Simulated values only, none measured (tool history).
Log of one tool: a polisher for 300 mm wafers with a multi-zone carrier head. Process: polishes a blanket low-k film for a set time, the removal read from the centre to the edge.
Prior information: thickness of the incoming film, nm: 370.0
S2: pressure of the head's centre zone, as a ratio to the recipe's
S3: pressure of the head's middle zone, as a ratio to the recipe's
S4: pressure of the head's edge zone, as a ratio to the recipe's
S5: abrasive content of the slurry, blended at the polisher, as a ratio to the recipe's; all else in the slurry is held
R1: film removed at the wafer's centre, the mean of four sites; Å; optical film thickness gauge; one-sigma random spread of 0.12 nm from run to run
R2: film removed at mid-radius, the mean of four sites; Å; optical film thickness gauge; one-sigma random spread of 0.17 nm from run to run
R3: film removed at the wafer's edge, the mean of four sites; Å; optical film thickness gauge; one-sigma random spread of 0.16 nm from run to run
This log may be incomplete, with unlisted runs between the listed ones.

{"run": 1, "hour": 0.0, "flow of slurry (ml/min)": 135, "S2": 1.0, "S3": 1.0, "S4": 1.0, "S5": 1.0, "polishing time (s)": 41, "R1": 146.62, "R2": 141.8, "R3": 136.87}
{"run": 2, "hour": 3.8, "flow of slurry (ml/min)": 145, "S2": 1.01, "S3": 1.03, "S4": 1.03, "S5": 1.05, "polishing time (s)": 41, "R1": 153.71, "R2": 155.93, "R3": 144.3}
{"run": 3, "hour": 6.4, "flow of slurry (ml/min)": 155, "S2": 1.03, "S3": 1.03, "S4": 1.06, "S5": 1.05, "polishing time (s)": 41, "R1": 159.2, "R2": 156.36, "R3": 148.98}
{"run": 4, "hour": 10.6, "flow of slurry (ml/min)": 155, "S2": 1.03, "S3": 0.99, "S4": 1.06, "S5": 1.05, "polishing time (s)": 41, "R1": 159.16, "R2": 151.8, "R3": 146.77}
{"run": 5, "hour": 17.5, "flow of slurry (ml/min)": 160, "S2": 1.05, "S3": 1.01, "S4": 1.08, "S5": 1.05, "polishing time (s)": 41, "R1": 164.52, "R2": 154.01, "R3": 150.93}
{"run": 6, "hour": 21.5, "flow of slurry (ml/min)": 160, "S2": 1.05, "S3": 0.94, "S4": 1.08, "S5": 1.05, "polishing time (s)": 41, "R1": 165.02, "R2": 145.29, "R3": 147.78}
{"run": 7, "hour": 30.4, "flow of slurry (ml/min)": 165, "S2": 1.06, "S3": 0.98, "S4": 1.09, "S5": 1.05, "polishing time (s)": 41, "R1": 166.8, "R2": 149.02, "R3": 149.05}
{"run": 8, "hour": 38.3, "flow of slurry (ml/min)": 170, "S2": 1.07, "S3": 1.01, "S4": 1.1, "S5": 1.05, "polishing time (s)": 41, "R1": 168.45, "R2": 156.37, "R3": 150.7}

Forecast run 9:
{"run": 9, "hour": 40.7, "flow of slurry (ml/min)": 170, "S2": 1.08, "S3": 1.03, "S4": 1.11, "S5": 1.1, "polishing time (s)": 41, "R1": "?", "R2": "?", "R3": "?"}

For run 9 the tool returned R1 174.33 Å, R2 162.15 Å, R3 156.91 Å.

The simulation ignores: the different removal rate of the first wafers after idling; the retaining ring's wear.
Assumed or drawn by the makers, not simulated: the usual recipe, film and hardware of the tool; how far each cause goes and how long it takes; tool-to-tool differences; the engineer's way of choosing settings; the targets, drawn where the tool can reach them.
